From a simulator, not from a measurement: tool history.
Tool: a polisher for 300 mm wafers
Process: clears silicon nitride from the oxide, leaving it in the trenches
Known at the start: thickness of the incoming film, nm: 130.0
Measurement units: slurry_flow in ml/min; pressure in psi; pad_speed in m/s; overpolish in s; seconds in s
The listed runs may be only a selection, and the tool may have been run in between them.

| run | day | slurry_flow | pressure | pad_speed | overpolish | seconds |
|---|---|---|---|---|---|---|
| 1 | 0 | 175 | 3.2 | 0.8 | 25 | 135.53 |
| 2 | 0.275 | 175 | 3.3 | 0.8 | 25 | 133.91 |
| 3 | 0.354 | 175 | 3.4 | 0.8 | 25 | 131.77 |
| 4 | 0.675 | 175 | 3.5 | 0.8 | 25 | 126.2 |
| 5 | 0.804 | 175 | 3.2 | 0.8 | 25 | 140.33 |
| 6 | 1.154 | 135 | 3.2 | 0.8 | 25 | 144.44 |
| 7 | 1.208 | 135 | 3.3 | 0.8 | 25 | 138.32 |

What will run 8 give?
| 8 | 1.279 | 135 | 3.4 | 0.8 | 25 | ? |

seconds: 137.44 s

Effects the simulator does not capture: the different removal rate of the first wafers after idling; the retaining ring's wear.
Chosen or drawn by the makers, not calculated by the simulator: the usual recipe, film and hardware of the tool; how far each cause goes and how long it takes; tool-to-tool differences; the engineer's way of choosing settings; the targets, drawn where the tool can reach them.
